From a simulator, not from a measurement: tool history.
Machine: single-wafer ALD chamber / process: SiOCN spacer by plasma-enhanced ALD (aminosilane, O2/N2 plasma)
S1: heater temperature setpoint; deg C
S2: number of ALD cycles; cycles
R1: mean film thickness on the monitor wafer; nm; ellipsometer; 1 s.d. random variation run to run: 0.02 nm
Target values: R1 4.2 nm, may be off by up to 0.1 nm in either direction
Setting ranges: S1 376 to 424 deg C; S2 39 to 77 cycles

run 1 hour=0 | S1=400 S2=58 | R1=3.3804
run 2 hour=4.8 | S1=400 S2=52 | R1=3.0544
run 3 hour=7.8 | S1=399 S2=58 | R1=3.4185
run 4 hour=11.8 | S1=399 S2=63 | R1=3.719
run 5 hour=19.1 | S1=399 S2=56 | R1=3.2613
run 6 hour=25.4 | S1=399 S2=60 | R1=3.547
run 7 hour=29.9 | S1=399 S2=60 | R1=3.5572
run 8 hour=31.7 | S1=399 S2=60 | R1=3.5227
run 9 hour=32.3 | S1=398 S2=63 | R1=3.6899
run 10 hour=33.3 | S1=398 S2=65 | R1=3.8377
run 11 hour=38.9 | S1=398 S2=67 | R1=3.9279
run 12 hour=47.5 | S1=398 S2=68 | R1=4.0057
run 13 hour=48.1 | S1=398 S2=69 | R1=4.0389

Exactly one of the 4 candidate moves below puts every result within its allowed miss. Which one?
run A hour=48.7 | S1=414 S2=75 | R1=?
run B hour=48.7 | S1=397 S2=75 | R1=?
run C hour=48.7 | S1=406 S2=69 | R1=?
run D hour=48.7 | S1=394 S2=66 | R1=?

move=A R1=4.2203
move=B R1=4.4177
move=C R1=3.9865
move=D R1=3.8876
A: every result lands within tolerance
B: moves the result that the last run missed by most past its target, out the other side
C: the biggest miss grows against the last run
D: the biggest miss grows against the last run
The right move is A.

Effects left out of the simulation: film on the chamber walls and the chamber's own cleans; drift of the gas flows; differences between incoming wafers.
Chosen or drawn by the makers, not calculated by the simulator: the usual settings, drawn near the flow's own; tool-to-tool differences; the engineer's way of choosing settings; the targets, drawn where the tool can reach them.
